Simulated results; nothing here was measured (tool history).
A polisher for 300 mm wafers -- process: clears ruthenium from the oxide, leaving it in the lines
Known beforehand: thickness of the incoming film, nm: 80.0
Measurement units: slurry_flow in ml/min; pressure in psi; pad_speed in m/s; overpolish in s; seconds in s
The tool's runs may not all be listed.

{"run": 1, "hour": 0.0, "slurry_flow": 210, "pressure": 1.8, "pad_speed": 0.94, "overpolish": 6, "seconds": 103.63}
{"run": 2, "hour": 8.7, "slurry_flow": 210, "pressure": 1.7, "pad_speed": 0.94, "overpolish": 6, "seconds": 110.7}
{"run": 3, "hour": 13.4, "slurry_flow": 210, "pressure": 2.1, "pad_speed": 0.94, "overpolish": 6, "seconds": 97.676}
{"run": 4, "hour": 16.7, "slurry_flow": 240, "pressure": 2.1, "pad_speed": 0.94, "overpolish": 6, "seconds": 90.928}
{"run": 5, "hour": 18.3, "slurry_flow": 285, "pressure": 2.1, "pad_speed": 0.94, "overpolish": 6, "seconds": 92.448}
{"run": 6, "hour": 25.4, "slurry_flow": 325, "pressure": 2.1, "pad_speed": 0.94, "overpolish": 6, "seconds": 89.952}
{"run": 7, "hour": 27.0, "slurry_flow": 325, "pressure": 2.0, "pad_speed": 0.94, "overpolish": 6, "seconds": 92.646}
{"run": 8, "hour": 33.8, "slurry_flow": 320, "pressure": 1.5, "pad_speed": 0.9, "overpolish": 6, "seconds": 113.66}
{"run": 9, "hour": 36.7, "slurry_flow": 320, "pressure": 1.4, "pad_speed": 0.9, "overpolish": 6, "seconds": 116.87}
{"run": 10, "hour": 40.7, "slurry_flow": 320, "pressure": 1.3, "pad_speed": 0.9, "overpolish": 6, "seconds": 125.03}

Predict the results of run 11:
{"run": 11, "hour": 44.5, "slurry_flow": 320, "pressure": 1.2, "pad_speed": 0.9, "overpolish": 6, "seconds": "?"}

seconds: 126.110 s
